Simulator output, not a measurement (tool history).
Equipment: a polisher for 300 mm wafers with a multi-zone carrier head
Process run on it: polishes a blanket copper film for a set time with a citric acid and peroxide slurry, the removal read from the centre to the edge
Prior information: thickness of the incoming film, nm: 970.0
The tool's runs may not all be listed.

run,day,flow of slurry (ml/min),pressure of the head's centre zone,pressure of the head's middle zone,pressure of the head's edge zone,abrasive content of the slurry,polishing time (s),film removed at the wafer's centre (Å),film removed at mid-radius (Å),film removed at the wafer's edge (Å)
1,0,190,1,1,1,1,52,1641,1666.2,1664.6
2,0.279,190,1,1,1.06,1,52,1668.6,1670.7,1677.3
3,0.367,195,1,1.01,1.06,1.05,52,1685.1,1708,1749.3
4,0.596,200,1.01,1.03,1.06,1.05,52,1720.8,1781.7,1719.2
5,0.771,200,1.01,1.11,1.06,1.05,52,1718.6,1848.5,1731.8
6,1.117,200,0.93,1.11,1.06,1.05,52,1619.4,1847.8,1723.8
7,1.308,205,0.95,1.11,1.07,1.05,52,1619.4,1909.6,1744.2
8,1.667,235,1.05,1.01,1.05,1.3,53,2006.2,1922.9,1890

For run 9, what comes out?
9,1.754,235,1.05,1.01,1.05,1.3,53,?,?,?

film removed at the wafer's centre (Å): 1966.1
film removed at mid-radius (Å): 1937.8
film removed at the wafer's edge (Å): 1933.4

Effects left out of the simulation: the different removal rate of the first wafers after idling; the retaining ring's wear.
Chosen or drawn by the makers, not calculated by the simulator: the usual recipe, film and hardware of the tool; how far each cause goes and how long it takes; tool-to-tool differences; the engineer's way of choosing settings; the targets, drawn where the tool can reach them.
